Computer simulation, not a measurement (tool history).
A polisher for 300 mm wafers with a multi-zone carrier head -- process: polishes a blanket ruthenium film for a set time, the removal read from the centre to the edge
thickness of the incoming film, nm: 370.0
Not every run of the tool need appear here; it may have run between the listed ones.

| run | hour | flow of slurry (ml/min) | pressure of the head's centre zone | pressure of the head's middle zone | pressure of the head's edge zone | polishing time (s) | film removed at the wafer's centre (angstrom) | film removed at mid-radius (angstrom) | film removed at the wafer's edge (angstrom) |
|---|---|---|---|---|---|---|---|---|---|
| 1 | 0.0 | 260 | 1.00 | 1.00 | 1.00 | 61 | 487.52 | 481.24 | 484.29 |
| 2 | 8.9 | 220 | 1.00 | 1.00 | 1.00 | 61 | 477.99 | 472.63 | 479.08 |
| 3 | 16.6 | 230 | 1.03 | 1.03 | 1.02 | 62 | 500.43 | 489.29 | 477.96 |
| 4 | 18.8 | 230 | 1.03 | 1.03 | 1.06 | 62 | 505.03 | 504.11 | 499.38 |
| 5 | 27.4 | 240 | 1.05 | 1.04 | 1.08 | 63 | 520.23 | 510.30 | 496.59 |
| 6 | 34.6 | 245 | 1.06 | 1.04 | 1.09 | 65 | 547.99 | 527.59 | 519.58 |
| 7 | 39.1 | 250 | 1.07 | 1.05 | 1.10 | 66 | 553.46 | 534.88 | 535.12 |
| 8 | 44.4 | 250 | 1.09 | 1.07 | 1.11 | 67 | 575.16 | 545.14 | 535.33 |
| 9 | 51.0 | 255 | 1.10 | 1.08 | 1.12 | 68 | 591.10 | 569.47 | 543.30 |
| 10 | 57.7 | 260 | 1.11 | 1.08 | 1.13 | 68 | 600.67 | 564.63 | 556.37 |
| 11 | 62.8 | 265 | 1.11 | 1.09 | 1.13 | 68 | 596.06 | 580.25 | 553.20 |
| 12 | 65.3 | 275 | 1.12 | 1.09 | 1.13 | 68 | 612.45 | 581.55 | 556.24 |

Forecast run 13:
| 13 | 69.1 | 280 | 1.12 | 1.09 | 1.13 | 68 | ? | ? | ? |

For run 13 the tool returned film removed at the wafer's centre (angstrom) 611.38, film removed at mid-radius (angstrom) 571.94, film removed at the wafer's edge (angstrom) 557.74.
